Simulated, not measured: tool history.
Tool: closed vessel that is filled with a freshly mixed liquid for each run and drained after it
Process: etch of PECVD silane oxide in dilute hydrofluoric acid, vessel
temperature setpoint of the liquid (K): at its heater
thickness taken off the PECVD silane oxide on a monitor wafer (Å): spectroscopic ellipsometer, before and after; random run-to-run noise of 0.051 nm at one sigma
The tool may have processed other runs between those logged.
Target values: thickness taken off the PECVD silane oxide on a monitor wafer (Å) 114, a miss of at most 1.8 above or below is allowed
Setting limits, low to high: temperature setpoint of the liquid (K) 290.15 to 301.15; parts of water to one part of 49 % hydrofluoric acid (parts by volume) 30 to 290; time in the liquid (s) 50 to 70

run    day  temperature setpoint of the liquid (K)  parts of water to one part of 49 % hydrofluoric acid (parts by volume)  time in the liquid (s)  thickness taken off the PECVD silane oxide on a monitor wafer (Å)
  1      0                                  293.15                                                                     160                      70                                                             185.11
  2    0.3                                  293.15                                                                     160                      50                                                             131.94
  3  0.633                                  293.15                                                                     135                      50                                                             162.03
  4  0.708                                  293.15                                                                      85                      50                                                             270.84
  5  0.946                                  293.15                                                                      85                      50                                                             267.98
  6  1.229                                  293.15                                                                      85                      70                                                              378.3
  7    1.4                                  292.15                                                                     120                      70                                                             247.23
  8   1.45                                  291.65                                                                     145                      70                                                             196.15
  9  1.579                                  291.65                                                                     165                      70                                                             168.42
 10  1.829                                  291.65                                                                     180                      70                                                             151.81
 11  2.071                                  293.15                                                                     190                      70                                                             150.16
 12  2.296                                  292.15                                                                     195                      70                                                             140.62

Which of these 4 next moves meets every target?
  A  2.521                                  293.65                                                                     165                      70                                                                  ?
  B  2.521                                  293.65                                                                     195                      70                                                                  ?
  C  2.521                                  292.65                                                                     195                      55                                                                  ?
  D  2.521                                  290.65                                                                     210                      70                                                                  ?

move  thickness taken off the PECVD silane oxide on a monitor wafer (Å)
   A                                                             183.13
   B                                                              150.3
   C                                                             113.61
   D                                                             122.39
A: moves away from the targets compared with the last run
B: moves away from the targets compared with the last run
C: each result inside its tolerance
D: an improvement on the last run, though not all results are within tolerance
Correct choice: C, which meets every target

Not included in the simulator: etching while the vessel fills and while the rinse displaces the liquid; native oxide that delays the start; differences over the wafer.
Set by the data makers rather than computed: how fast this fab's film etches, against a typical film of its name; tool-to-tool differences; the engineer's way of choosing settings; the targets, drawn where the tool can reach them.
